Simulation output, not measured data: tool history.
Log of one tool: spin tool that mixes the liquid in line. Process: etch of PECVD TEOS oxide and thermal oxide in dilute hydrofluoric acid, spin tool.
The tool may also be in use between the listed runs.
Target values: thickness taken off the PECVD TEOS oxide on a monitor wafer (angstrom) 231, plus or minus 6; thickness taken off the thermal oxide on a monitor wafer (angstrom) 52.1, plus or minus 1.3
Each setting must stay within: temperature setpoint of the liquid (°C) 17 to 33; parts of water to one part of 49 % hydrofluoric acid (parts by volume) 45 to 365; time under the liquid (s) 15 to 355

run,day,temperature setpoint of the liquid (°C),parts of water to one part of 49 % hydrofluoric acid (parts by volume),time under the liquid (s),thickness taken off the PECVD TEOS oxide on a monitor wafer (angstrom),thickness taken off the thermal oxide on a monitor wafer (angstrom)
1,0,25,205,180,179.51,40.476
2,0.092,25,135,180,294.07,66.405
3,0.25,25,135,260,427.79,96.491
4,0.471,22.5,150,260,342.66,77.042
5,0.717,20.5,155,260,307.76,69.93
6,0.896,20.5,105,260,480.43,106.61
7,1.146,17,185,260,216.63,48.028
8,1.379,17.5,185,260,225.29,49.844
9,1.65,18,185,260,225.14,50.574

Next run, 4 choices. One meets every target within its allowed miss, the rest don't. Which?
A,1.921,17,210,300,?,?
B,1.921,23.5,155,175,?,?
C,1.921,19,245,340,?,?
D,1.921,19,185,245,?,?

move,thickness taken off the PECVD TEOS oxide on a monitor wafer (angstrom),thickness taken off the thermal oxide on a monitor wafer (angstrom)
A,216.51,48.181
B,232.97,51.845
C,220.19,49
D,222.38,49.488
A: misses by more than the last run did
B: each result inside its tolerance
C: misses by more than the last run did
D: misses by more than the last run did
Correct choice: B, which meets every target
